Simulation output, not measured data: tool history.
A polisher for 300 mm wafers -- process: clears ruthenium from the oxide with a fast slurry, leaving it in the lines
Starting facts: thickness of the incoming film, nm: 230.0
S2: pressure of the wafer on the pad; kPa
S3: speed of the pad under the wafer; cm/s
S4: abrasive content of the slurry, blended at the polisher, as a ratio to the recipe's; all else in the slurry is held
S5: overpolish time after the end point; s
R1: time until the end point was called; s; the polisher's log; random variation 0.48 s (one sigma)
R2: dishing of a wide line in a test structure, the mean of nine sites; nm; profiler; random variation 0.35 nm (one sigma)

{"run": 1, "hour": 0.0, "flow of slurry (ml/min)": 120, "S2": 12.4, "S3": 128, "S4": 1, "S5": 13, "R1": 85.5, "R2": 28.622}
{"run": 2, "hour": 5.4, "flow of slurry (ml/min)": 145, "S2": 12.4, "S3": 128, "S4": 1, "S5": 13, "R1": 81.785, "R2": 29.634}
{"run": 3, "hour": 9.6, "flow of slurry (ml/min)": 150, "S2": 13.1, "S3": 128, "S4": 1, "S5": 11, "R1": 76.659, "R2": 26.217}
{"run": 4, "hour": 12.1, "flow of slurry (ml/min)": 150, "S2": 13.1, "S3": 128, "S4": 0.9, "S5": 11, "R1": 80.824, "R2": 25.369}
{"run": 5, "hour": 16.3, "flow of slurry (ml/min)": 150, "S2": 13.1, "S3": 146, "S4": 0.9, "S5": 11, "R1": 71.402, "R2": 28.329}
{"run": 6, "hour": 24.1, "flow of slurry (ml/min)": 150, "S2": 11.7, "S3": 146, "S4": 0.9, "S5": 11, "R1": 80.935, "R2": 25.138}
{"run": 7, "hour": 26.5, "flow of slurry (ml/min)": 155, "S2": 12.4, "S3": 148, "S4": 0.9, "S5": 10, "R1": 75.154, "R2": 24.474}
{"run": 8, "hour": 29.2, "flow of slurry (ml/min)": 160, "S2": 12.4, "S3": 150, "S4": 0.9, "S5": 9, "R1": 73.231, "R2": 23.087}
{"run": 9, "hour": 37.7, "flow of slurry (ml/min)": 185, "S2": 14.5, "S3": 152, "S4": 0.85, "S5": 4, "R1": 63.588, "R2": 12.39}
{"run": 10, "hour": 43.1, "flow of slurry (ml/min)": 160, "S2": 15.9, "S3": 154, "S4": 0.85, "S5": 6, "R1": 58.889, "R2": 20.308}
{"run": 11, "hour": 43.7, "flow of slurry (ml/min)": 165, "S2": 15.9, "S3": 154, "S4": 0.85, "S5": 6, "R1": 57.722, "R2": 19.488}
{"hour": 48.8, "done": "slurry blender recalibrated"}
{"run": 12, "hour": 48.8, "flow of slurry (ml/min)": 170, "S2": 15.9, "S3": 154, "S4": 0.85, "S5": 6, "R1": 50.717, "R2": 21.74}
{"run": 13, "hour": 54.2, "flow of slurry (ml/min)": 170, "S2": 15.9, "S3": 154, "S4": 0.85, "S5": 5, "R1": 51.25, "R2": 18.448}
{"run": 14, "hour": 62.6, "flow of slurry (ml/min)": 165, "S2": 15.2, "S3": 154, "S4": 0.85, "S5": 5, "R1": 53.434, "R2": 18.406}
{"run": 15, "hour": 64.8, "flow of slurry (ml/min)": 160, "S2": 13.8, "S3": 152, "S4": 0.85, "S5": 4, "R1": 59.669, "R2": 13.132}

Predict the results of run 16:
{"run": 16, "hour": 72.8, "flow of slurry (ml/min)": 160, "S2": 13.8, "S3": 152, "S4": 0.85, "S5": 4, "R1": "?", "R2": "?"}

{"run 16": {"R1": 59.137, "R2": 12.67}}

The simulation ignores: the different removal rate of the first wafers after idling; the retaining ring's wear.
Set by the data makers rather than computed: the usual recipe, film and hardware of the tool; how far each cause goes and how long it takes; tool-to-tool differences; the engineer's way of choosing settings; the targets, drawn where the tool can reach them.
